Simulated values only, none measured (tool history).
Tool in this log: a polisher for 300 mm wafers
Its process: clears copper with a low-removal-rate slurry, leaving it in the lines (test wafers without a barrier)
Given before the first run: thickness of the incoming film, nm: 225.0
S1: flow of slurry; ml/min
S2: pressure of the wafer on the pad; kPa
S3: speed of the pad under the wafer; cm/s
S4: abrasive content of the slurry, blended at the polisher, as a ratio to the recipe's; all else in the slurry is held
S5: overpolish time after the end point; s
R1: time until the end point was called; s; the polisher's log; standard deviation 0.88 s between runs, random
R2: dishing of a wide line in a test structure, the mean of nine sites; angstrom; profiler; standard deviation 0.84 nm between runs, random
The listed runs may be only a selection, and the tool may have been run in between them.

Run 1, hour 0: S1 155 ml/min, S2 15.2 kPa, S3 98 cm/s, S4 1, S5 13 s. Result: R1 114.99 s, R2 182.92 angstrom.
Run 2, hour 3.3: S1 155 ml/min, S2 17.2 kPa, S3 104 cm/s, S4 1, S5 14 s. Result: R1 93.552 s, R2 231.01 angstrom.
Run 3, hour 4.6: S1 155 ml/min, S2 17.2 kPa, S3 104 cm/s, S4 1.15, S5 14 s. Result: R1 89.908 s, R2 241.09 angstrom.
Run 4, hour 13.3: S1 155 ml/min, S2 19.3 kPa, S3 106 cm/s, S4 1.15, S5 15 s. Result: R1 82.939 s, R2 287.82 angstrom.
Run 5, hour 14.6: S1 155 ml/min, S2 19.3 kPa, S3 106 cm/s, S4 1.15, S5 9 s. Result: R1 82.015 s, R2 183.91 angstrom.
Run 6, hour 17.4: S1 155 ml/min, S2 19.3 kPa, S3 106 cm/s, S4 1.15, S5 4 s. Result: R1 80.363 s, R2 81.84 angstrom.
Run 7, hour 25.9: S1 170 ml/min, S2 17.9 kPa, S3 134 cm/s, S4 1.3, S5 10 s. Result: R1 66.064 s, R2 233.62 angstrom.
Run 8, hour 31.7: S1 170 ml/min, S2 18.6 kPa, S3 136 cm/s, S4 1.3, S5 12 s. Result: R1 63.914 s, R2 293.85 angstrom.
Run 9, hour 35.7: S1 170 ml/min, S2 19.3 kPa, S3 138 cm/s, S4 1.3, S5 13 s. Result: R1 59.481 s, R2 311.76 angstrom.

Expected results for the next run?
Run 10, hour 42.8: S1 170 ml/min, S2 19.3 kPa, S3 140 cm/s, S4 1.3, S5 14 s. Result: R1 ?, R2 ?.

R1: 59.938 s
R2: 347.14 angstrom

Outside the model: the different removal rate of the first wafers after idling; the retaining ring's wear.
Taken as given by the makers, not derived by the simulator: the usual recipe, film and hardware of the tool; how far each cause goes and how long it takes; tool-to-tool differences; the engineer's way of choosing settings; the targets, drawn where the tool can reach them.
